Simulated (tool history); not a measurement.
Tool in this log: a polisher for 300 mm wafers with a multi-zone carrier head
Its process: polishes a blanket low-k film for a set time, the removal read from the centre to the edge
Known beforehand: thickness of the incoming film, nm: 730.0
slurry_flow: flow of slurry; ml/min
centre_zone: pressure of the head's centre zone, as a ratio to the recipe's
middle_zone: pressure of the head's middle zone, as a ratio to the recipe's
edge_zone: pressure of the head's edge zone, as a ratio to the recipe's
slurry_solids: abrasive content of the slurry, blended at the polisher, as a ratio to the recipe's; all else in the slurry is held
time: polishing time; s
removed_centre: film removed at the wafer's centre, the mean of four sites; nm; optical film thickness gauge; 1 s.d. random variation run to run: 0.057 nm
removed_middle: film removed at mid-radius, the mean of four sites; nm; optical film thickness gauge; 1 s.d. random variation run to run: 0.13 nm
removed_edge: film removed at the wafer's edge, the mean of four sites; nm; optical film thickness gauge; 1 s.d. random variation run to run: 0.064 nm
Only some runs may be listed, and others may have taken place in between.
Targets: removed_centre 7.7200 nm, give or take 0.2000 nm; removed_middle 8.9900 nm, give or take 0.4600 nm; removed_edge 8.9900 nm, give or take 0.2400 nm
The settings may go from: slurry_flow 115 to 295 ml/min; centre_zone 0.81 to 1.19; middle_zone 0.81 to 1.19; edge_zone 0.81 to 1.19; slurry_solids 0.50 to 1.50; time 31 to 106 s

run 1 hour=0.0 | slurry_flow=190 centre_zone=1.00 middle_zone=1.00 edge_zone=1.00 slurry_solids=1.00 time=68 | removed_centre=21.9460 removed_middle=20.9420 removed_edge=22.5730
run 2 hour=3.6 | slurry_flow=190 centre_zone=1.00 middle_zone=1.00 edge_zone=1.00 slurry_solids=1.00 time=56 | removed_centre=17.8170 removed_middle=17.3580 removed_edge=18.7530
run 3 hour=10.9 | slurry_flow=190 centre_zone=1.00 middle_zone=1.00 edge_zone=1.00 slurry_solids=1.00 time=64 | removed_centre=20.3050 removed_middle=20.1770 removed_edge=21.1900
run 4 hour=15.8 | slurry_flow=190 centre_zone=1.00 middle_zone=1.00 edge_zone=1.00 slurry_solids=1.00 time=57 | removed_centre=18.1320 removed_middle=17.7620 removed_edge=19.0820
run 5 hour=21.4 | slurry_flow=190 centre_zone=1.03 middle_zone=1.00 edge_zone=1.00 slurry_solids=1.00 time=57 | removed_centre=18.9260 removed_middle=18.0860 removed_edge=19.1660
run 6 hour=22.1 | slurry_flow=180 centre_zone=0.98 middle_zone=1.01 edge_zone=0.95 slurry_solids=0.85 time=49 | removed_centre=13.3420 removed_middle=13.5820 removed_edge=14.0190
run 7 hour=31.1 | slurry_flow=135 centre_zone=0.88 middle_zone=0.99 edge_zone=0.85 slurry_solids=0.60 time=48 | removed_centre=7.5509 removed_middle=8.2947 removed_edge=8.6626
run 8 hour=38.5 | slurry_flow=140 centre_zone=0.88 middle_zone=1.00 edge_zone=0.86 slurry_solids=0.60 time=48 | removed_centre=7.6387 removed_middle=8.6301 removed_edge=8.6055
run 9 hour=47.4 | slurry_flow=140 centre_zone=0.88 middle_zone=1.00 edge_zone=0.88 slurry_solids=0.60 time=48 | removed_centre=7.6438 removed_middle=8.3879 removed_edge=8.6521
run 10 hour=53.3 | slurry_flow=160 centre_zone=0.85 middle_zone=1.06 edge_zone=0.91 slurry_solids=0.65 time=48 | removed_centre=8.4343 removed_middle=10.2080 removed_edge=9.9999
run 11 hour=55.0 | slurry_flow=150 centre_zone=0.85 middle_zone=1.05 edge_zone=0.90 slurry_solids=0.65 time=48 | removed_centre=8.4187 removed_middle=10.0390 removed_edge=9.8872
run 12 hour=59.2 | slurry_flow=130 centre_zone=0.82 middle_zone=0.99 edge_zone=0.82 slurry_solids=0.55 time=48 | removed_centre=6.0371 removed_middle=7.1044 removed_edge=7.3773
run 13 hour=63.6 | slurry_flow=165 centre_zone=0.82 middle_zone=0.99 edge_zone=0.83 slurry_solids=0.55 time=48 | removed_centre=6.3876 removed_middle=7.5377 removed_edge=7.4468
run 14 hour=64.1 | slurry_flow=150 centre_zone=0.84 middle_zone=1.01 edge_zone=0.85 slurry_solids=0.55 time=48 | removed_centre=6.4101 removed_middle=7.5217 removed_edge=7.4450
run 15 hour=71.9 | slurry_flow=140 centre_zone=0.85 middle_zone=1.03 edge_zone=0.88 slurry_solids=0.55 time=48 | removed_centre=6.3966 removed_middle=7.3730 removed_edge=7.5407
run 16 hour=72.9 | slurry_flow=160 centre_zone=0.85 middle_zone=1.04 edge_zone=0.91 slurry_solids=0.55 time=48 | removed_centre=6.5704 removed_middle=7.8840 removed_edge=7.8804
run 17 hour=75.8 | slurry_flow=155 centre_zone=0.87 middle_zone=1.06 edge_zone=0.93 slurry_solids=0.55 time=48 | removed_centre=6.6797 removed_middle=7.9043 removed_edge=7.7154
run 18 hour=80.6 | slurry_flow=150 centre_zone=0.87 middle_zone=1.06 edge_zone=0.93 slurry_solids=0.55 time=48 | removed_centre=6.6797 removed_middle=7.9186 removed_edge=7.8092
run 19 hour=84.1 | slurry_flow=140 centre_zone=0.88 middle_zone=1.07 edge_zone=0.94 slurry_solids=0.55 time=48 | removed_centre=6.6450 removed_middle=7.7339 removed_edge=7.7000
run 20 hour=89.3 | slurry_flow=160 centre_zone=0.88 middle_zone=1.05 edge_zone=0.94 slurry_solids=0.55 time=48 | removed_centre=6.7862 removed_middle=7.8823 removed_edge=7.9396
-- hour=95.2 slurry nozzle cleaned
run 21 hour=95.2 | slurry_flow=175 centre_zone=0.89 middle_zone=1.05 edge_zone=0.96 slurry_solids=0.55 time=48 | removed_centre=7.5513 removed_middle=8.3709 removed_edge=8.4964
run 22 hour=99.5 | slurry_flow=180 centre_zone=0.88 middle_zone=1.06 edge_zone=0.97 slurry_solids=0.55 time=48 | removed_centre=7.4058 removed_middle=8.5743 removed_edge=8.4663
run 23 hour=102.6 | slurry_flow=185 centre_zone=0.88 middle_zone=1.06 edge_zone=0.98 slurry_solids=0.55 time=48 | removed_centre=7.4344 removed_middle=8.6201 removed_edge=8.5877

Of the 4 settings listed for the next run, only one would bring every result within its allowed miss of target. Which one?
run A hour=105.7 | slurry_flow=180 centre_zone=0.90 middle_zone=1.04 edge_zone=0.99 slurry_solids=0.50 time=55 | removed_centre=? removed_middle=? removed_edge=?
run B hour=105.7 | slurry_flow=115 centre_zone=0.93 middle_zone=1.11 edge_zone=0.92 slurry_solids=0.50 time=62 | removed_centre=? removed_middle=? removed_edge=?
run C hour=105.7 | slurry_flow=185 centre_zone=0.84 middle_zone=1.01 edge_zone=0.92 slurry_solids=0.70 time=37 | removed_centre=? removed_middle=? removed_edge=?
run D hour=105.7 | slurry_flow=210 centre_zone=0.91 middle_zone=1.14 edge_zone=0.95 slurry_solids=0.60 time=40 | removed_centre=? removed_middle=? removed_edge=?

move=A removed_centre=7.1001 removed_middle=7.9555 removed_edge=8.2274
move=B removed_centre=7.6744 removed_middle=8.8222 removed_edge=8.5325
move=C removed_centre=7.5463 removed_middle=8.8659 removed_edge=9.0483
move=D removed_centre=7.3923 removed_middle=8.7694 removed_edge=8.2305
A: misses by more than the last run did
B: misses by more than the last run did
C: hits every target within its allowed miss
D: misses by more than the last run did
The move that meets every target is C.
